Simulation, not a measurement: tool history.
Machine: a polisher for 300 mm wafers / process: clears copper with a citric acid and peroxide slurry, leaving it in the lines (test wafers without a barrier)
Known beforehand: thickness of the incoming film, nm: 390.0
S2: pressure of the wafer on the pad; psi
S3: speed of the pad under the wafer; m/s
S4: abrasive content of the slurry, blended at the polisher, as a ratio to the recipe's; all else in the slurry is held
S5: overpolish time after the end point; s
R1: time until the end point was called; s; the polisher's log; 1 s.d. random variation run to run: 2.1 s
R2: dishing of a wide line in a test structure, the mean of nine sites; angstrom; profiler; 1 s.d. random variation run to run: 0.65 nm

run 1 day=0 | flow_of_slurry_(ml/min)=250 S2=3.9 S3=1.06 S4=1 S5=13 | R1=148.23 R2=268.59
run 2 day=0.3 | flow_of_slurry_(ml/min)=250 S2=3.9 S3=1.3 S4=1 S5=13 | R1=126.63 R2=307.37
run 3 day=0.625 | flow_of_slurry_(ml/min)=250 S2=3.9 S3=1.3 S4=1 S5=14 | R1=124.33 R2=331.97
run 4 day=0.738 | flow_of_slurry_(ml/min)=250 S2=3.2 S3=1.3 S4=1 S5=14 | R1=147.21 R2=270.54
run 5 day=0.779 | flow_of_slurry_(ml/min)=250 S2=3.3 S3=1.3 S4=1 S5=15 | R1=143.77 R2=308.21
run 6 day=0.967 | flow_of_slurry_(ml/min)=250 S2=3.4 S3=1.3 S4=1 S5=15 | R1=142.15 R2=314.96
run 7 day=1.092 | flow_of_slurry_(ml/min)=250 S2=3.5 S3=1.3 S4=1 S5=15 | R1=138.2 R2=318.45
-- day=1.25 worn pad replaced by a new one
run 8 day=1.25 | flow_of_slurry_(ml/min)=250 S2=3.5 S3=1.3 S4=1 S5=15 | R1=128.8 R2=348.24
run 9 day=1.425 | flow_of_slurry_(ml/min)=250 S2=3.5 S3=1.28 S4=1 S5=15 | R1=127.37 R2=346.8
run 10 day=1.654 | flow_of_slurry_(ml/min)=250 S2=3.5 S3=1.26 S4=1 S5=15 | R1=127.63 R2=344.68

Run 11, settings as shown, results not yet in. Your forecast:
run 11 day=1.708 | flow_of_slurry_(ml/min)=245 S2=3.4 S3=1.22 S4=1 S5=16 | R1=? R2=?

For run 11 the tool returned R1 138.95 s, R2 335.54 angstrom.
